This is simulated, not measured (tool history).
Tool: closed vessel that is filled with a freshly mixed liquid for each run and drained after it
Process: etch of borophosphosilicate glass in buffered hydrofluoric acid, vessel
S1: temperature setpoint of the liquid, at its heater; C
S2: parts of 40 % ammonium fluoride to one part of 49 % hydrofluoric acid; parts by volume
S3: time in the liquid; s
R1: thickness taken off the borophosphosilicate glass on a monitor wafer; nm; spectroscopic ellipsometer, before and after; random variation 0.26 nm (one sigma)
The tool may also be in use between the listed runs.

run,hour,S1,S2,S3,R1
1,0,21,16,85,101.01
2,6.6,19.5,17,85,88.152
3,9.6,19.5,14,85,107.04
4,10.5,19.5,14,85,106.04
5,11.8,18.5,16,85,88.055
6,16.3,18,17,85,80.327
7,18.2,17.5,17.5,85,76.132

Run 8 comes next. What will it give?
8,22,17.5,18,85,?

Run 8 gave R1 74.032 nm.
